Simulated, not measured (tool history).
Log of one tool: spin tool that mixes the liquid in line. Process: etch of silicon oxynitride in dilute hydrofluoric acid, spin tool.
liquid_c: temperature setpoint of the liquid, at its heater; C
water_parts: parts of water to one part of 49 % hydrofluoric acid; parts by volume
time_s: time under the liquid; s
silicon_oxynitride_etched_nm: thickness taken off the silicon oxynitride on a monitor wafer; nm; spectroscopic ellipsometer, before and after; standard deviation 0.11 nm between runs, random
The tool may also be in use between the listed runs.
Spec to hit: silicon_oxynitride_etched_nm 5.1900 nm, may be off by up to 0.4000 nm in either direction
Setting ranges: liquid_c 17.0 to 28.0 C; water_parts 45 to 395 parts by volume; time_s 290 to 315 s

run 1 day=0.000 | liquid_c=20.0 water_parts=220 time_s=290 | silicon_oxynitride_etched_nm=1.6832
run 2 day=0.325 | liquid_c=21.0 water_parts=180 time_s=295 | silicon_oxynitride_etched_nm=2.3831
run 3 day=0.500 | liquid_c=22.0 water_parts=160 time_s=295 | silicon_oxynitride_etched_nm=2.7345
run 4 day=0.829 | liquid_c=22.0 water_parts=210 time_s=295 | silicon_oxynitride_etched_nm=2.0308
run 5 day=0.992 | liquid_c=23.0 water_parts=180 time_s=295 | silicon_oxynitride_etched_nm=2.4628
run 6 day=1.242 | liquid_c=23.0 water_parts=180 time_s=315 | silicon_oxynitride_etched_nm=2.7045
run 7 day=1.500 | liquid_c=23.5 water_parts=155 time_s=315 | silicon_oxynitride_etched_nm=3.4362
run 8 day=1.758 | liquid_c=24.0 water_parts=145 time_s=315 | silicon_oxynitride_etched_nm=3.5386
run 9 day=1.971 | liquid_c=24.5 water_parts=130 time_s=315 | silicon_oxynitride_etched_nm=4.2761
run 10 day=2.133 | liquid_c=25.0 water_parts=125 time_s=315 | silicon_oxynitride_etched_nm=4.4209
run 11 day=2.346 | liquid_c=27.0 water_parts=105 time_s=315 | silicon_oxynitride_etched_nm=5.8139
run 12 day=2.383 | liquid_c=26.5 water_parts=105 time_s=315 | silicon_oxynitride_etched_nm=5.8636
run 13 day=2.475 | liquid_c=26.0 water_parts=105 time_s=315 | silicon_oxynitride_etched_nm=5.6971

Which of these 5 next moves meets every target?
run A day=2.567 | liquid_c=27.0 water_parts=95 time_s=310 | silicon_oxynitride_etched_nm=?
run B day=2.567 | liquid_c=28.0 water_parts=125 time_s=315 | silicon_oxynitride_etched_nm=?
run C day=2.567 | liquid_c=25.5 water_parts=95 time_s=315 | silicon_oxynitride_etched_nm=?
run D day=2.567 | liquid_c=24.5 water_parts=90 time_s=305 | silicon_oxynitride_etched_nm=?
run E day=2.567 | liquid_c=22.5 water_parts=80 time_s=315 | silicon_oxynitride_etched_nm=?

move=A silicon_oxynitride_etched_nm=6.4012
move=B silicon_oxynitride_etched_nm=5.0314
move=C silicon_oxynitride_etched_nm=6.0664
move=D silicon_oxynitride_etched_nm=5.9408
move=E silicon_oxynitride_etched_nm=6.3242
A: moves away from the targets compared with the last run
B: hits every target within its allowed miss
C: moves away from the targets compared with the last run
D: moves away from the targets compared with the last run
E: moves away from the targets compared with the last run
Go with B: it meets all targets.
